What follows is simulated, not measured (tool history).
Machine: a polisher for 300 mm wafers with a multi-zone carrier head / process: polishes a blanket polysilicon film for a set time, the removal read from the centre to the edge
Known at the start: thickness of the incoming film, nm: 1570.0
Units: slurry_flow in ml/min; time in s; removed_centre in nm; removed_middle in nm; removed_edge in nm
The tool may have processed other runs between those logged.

run 1 hour=0.0 | slurry_flow=260 centre_zone=1.00 middle_zone=1.00 edge_zone=1.00 time=43 | removed_centre=176.50 removed_middle=174.07 removed_edge=172.05
run 2 hour=2.6 | slurry_flow=260 centre_zone=1.00 middle_zone=0.98 edge_zone=0.99 time=43 | removed_centre=175.88 removed_middle=166.27 removed_edge=176.08
run 3 hour=10.3 | slurry_flow=260 centre_zone=1.01 middle_zone=0.98 edge_zone=0.98 time=42 | removed_centre=175.78 removed_middle=165.80 removed_edge=170.98
run 4 hour=14.0 | slurry_flow=260 centre_zone=1.05 middle_zone=0.98 edge_zone=0.98 time=42 | removed_centre=183.89 removed_middle=160.99 removed_edge=166.67
run 5 hour=17.3 | slurry_flow=205 centre_zone=1.05 middle_zone=0.98 edge_zone=0.98 time=42 | removed_centre=179.06 removed_middle=161.31 removed_edge=167.61
run 6 hour=18.7 | slurry_flow=205 centre_zone=1.05 middle_zone=0.97 edge_zone=0.98 time=41 | removed_centre=172.07 removed_middle=155.77 removed_edge=165.89
run 7 hour=25.8 | slurry_flow=210 centre_zone=1.05 middle_zone=0.97 edge_zone=0.98 time=41 | removed_centre=172.80 removed_middle=157.39 removed_edge=165.92

For run 8, what comes out?
run 8 hour=29.1 | slurry_flow=215 centre_zone=1.05 middle_zone=0.97 edge_zone=0.98 time=41 | removed_centre=? removed_middle=? removed_edge=?

Run 8 produced removed_centre 176.37 nm, removed_middle 161.51 nm, removed_edge 160.97 nm.
